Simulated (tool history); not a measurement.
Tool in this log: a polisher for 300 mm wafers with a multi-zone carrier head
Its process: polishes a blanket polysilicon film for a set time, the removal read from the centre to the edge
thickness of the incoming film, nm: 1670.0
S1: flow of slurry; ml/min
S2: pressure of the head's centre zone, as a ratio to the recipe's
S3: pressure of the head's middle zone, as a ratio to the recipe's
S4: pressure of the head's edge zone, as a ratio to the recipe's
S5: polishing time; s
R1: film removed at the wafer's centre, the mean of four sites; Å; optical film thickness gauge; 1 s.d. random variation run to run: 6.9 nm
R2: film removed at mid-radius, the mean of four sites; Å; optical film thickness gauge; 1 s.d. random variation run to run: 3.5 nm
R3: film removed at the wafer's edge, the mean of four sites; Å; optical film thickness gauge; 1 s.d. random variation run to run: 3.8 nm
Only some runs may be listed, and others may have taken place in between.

run,hour,S1,S2,S3,S4,S5,R1,R2,R3
1,0.0,225,1.00,1.00,1.00,46,3880.3,3849.4,3932.3
2,3.7,240,1.03,1.00,1.05,47,4153.0,3955.2,4159.9
3,8.3,255,1.05,1.01,1.08,47,4203.6,4064.4,4225.3
4,13.3,255,1.05,1.06,1.08,47,4266.9,4236.6,4202.3
5,21.3,255,1.10,1.06,1.08,47,4410.3,4260.2,4221.0
6,24.1,255,1.10,1.06,1.13,47,4390.3,4266.5,4254.4
7,30.0,265,1.11,1.03,1.15,48,4631.0,4233.3,4452.6
8,37.7,270,1.11,1.02,1.16,48,4611.0,4205.4,4481.2
9,42.6,275,1.11,1.02,1.17,48,4773.0,4171.4,4506.9

Predict the results of run 10:
10,44.5,275,1.10,1.02,1.18,48,?,?,?

R1: 4496.7 Å
R2: 4221.8 Å
R3: 4509.9 Å
